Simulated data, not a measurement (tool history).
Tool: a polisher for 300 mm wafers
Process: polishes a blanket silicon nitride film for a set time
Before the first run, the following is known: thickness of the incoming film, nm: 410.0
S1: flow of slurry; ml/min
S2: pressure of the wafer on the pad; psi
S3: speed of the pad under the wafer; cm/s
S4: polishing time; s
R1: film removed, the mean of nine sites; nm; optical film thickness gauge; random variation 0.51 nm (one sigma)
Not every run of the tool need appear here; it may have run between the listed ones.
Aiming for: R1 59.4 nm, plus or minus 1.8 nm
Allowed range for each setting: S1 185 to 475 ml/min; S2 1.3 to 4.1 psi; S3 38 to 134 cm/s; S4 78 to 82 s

| run | hour | S1 | S2 | S3 | S4 | R1 |
|---|---|---|---|---|---|---|
| 1 | 0 | 305 | 2.7 | 86 | 78 | 81.227 |
| 2 | 4.9 | 305 | 2.6 | 86 | 78 | 79.424 |
| 3 | 5.7 | 305 | 2.6 | 86 | 78 | 79.28 |
| 4 | 14.3 | 370 | 2.6 | 86 | 78 | 80.22 |
| 5 | 20.1 | 370 | 2.6 | 100 | 78 | 89.991 |
| 6 | 22.2 | 370 | 2.9 | 100 | 78 | 98.282 |
| 7 | 30.7 | 370 | 2.6 | 100 | 78 | 88.619 |
| 8 | 38.1 | 370 | 2.4 | 100 | 78 | 83.445 |
| 9 | 45.5 | 370 | 2.2 | 100 | 78 | 78.215 |
| 10 | 46.9 | 370 | 2.1 | 100 | 78 | 76.034 |
| 11 | 50.6 | 370 | 2 | 100 | 78 | 73.014 |
| 12 | 51.7 | 370 | 1.9 | 100 | 78 | 70.584 |
| 13 | 56.5 | 370 | 1.8 | 100 | 78 | 67.78 |
| 14 | 58 | 370 | 1.7 | 100 | 78 | 65.765 |

Pick the move, out of 5, that brings all results within their allowed miss; only one does.
| A | 59.5 | 410 | 1.6 | 96 | 82 | ? |
| B | 59.5 | 440 | 1.5 | 116 | 78 | ? |
| C | 59.5 | 220 | 2.3 | 86 | 82 | ? |
| D | 59.5 | 375 | 1.4 | 102 | 81 | ? |
| E | 59.5 | 335 | 1.6 | 96 | 81 | ? |

| move | R1 |
|---|---|
| A | 63.894 |
| B | 67.799 |
| C | 74.106 |
| D | 60.047 |
| E | 62.427 |
A: gains on the last run, yet a result remains outside its allowed miss
B: misses by more than the last run did
C: misses by more than the last run did
D: every result within its allowed miss
E: gains on the last run, yet a result remains outside its allowed miss
So the answer is move D, the one that meets all the targets.
